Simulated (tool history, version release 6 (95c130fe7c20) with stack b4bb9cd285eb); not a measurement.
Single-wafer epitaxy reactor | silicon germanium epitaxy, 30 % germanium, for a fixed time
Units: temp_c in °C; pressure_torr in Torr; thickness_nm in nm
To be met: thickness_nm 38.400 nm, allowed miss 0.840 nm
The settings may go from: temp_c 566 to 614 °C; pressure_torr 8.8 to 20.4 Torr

{"run": 1, "hour": 0.0, "temp_c": 590, "pressure_torr": 14.6, "thickness_nm": 44.198}
{"run": 2, "hour": 0.8, "temp_c": 589, "pressure_torr": 14.6, "thickness_nm": 43.255}
{"run": 3, "hour": 6.4, "temp_c": 589, "pressure_torr": 17.0, "thickness_nm": 46.65}
{"run": 4, "hour": 9.3, "temp_c": 589, "pressure_torr": 15.1, "thickness_nm": 44.005}
{"run": 5, "hour": 14.4, "temp_c": 589, "pressure_torr": 12.6, "thickness_nm": 40.316}
{"run": 6, "hour": 16.9, "temp_c": 578, "pressure_torr": 12.6, "thickness_nm": 32.196}
{"run": 7, "hour": 24.7, "temp_c": 579, "pressure_torr": 12.6, "thickness_nm": 32.885}
{"run": 8, "hour": 29.8, "temp_c": 580, "pressure_torr": 12.6, "thickness_nm": 33.621}
{"run": 9, "hour": 37.9, "temp_c": 588, "pressure_torr": 12.7, "thickness_nm": 39.772}

Which of these 4 next moves meets every target?
{"run": "A", "hour": 46.0, "temp_c": 591, "pressure_torr": 12.9, "thickness_nm": "?"}
{"run": "B", "hour": 46.0, "temp_c": 589, "pressure_torr": 12.7, "thickness_nm": "?"}
{"run": "C", "hour": 46.0, "temp_c": 586, "pressure_torr": 12.7, "thickness_nm": "?"}
{"run": "D", "hour": 46.0, "temp_c": 587, "pressure_torr": 10.9, "thickness_nm": "?"}

move=A thickness_nm=42.353
move=B thickness_nm=40.373
move=C thickness_nm=38.011
move=D thickness_nm=35.809
A: further off than the last run
B: further off than the last run
C: meets every target
D: takes the result that was furthest off past its target
Move C is the one to make.
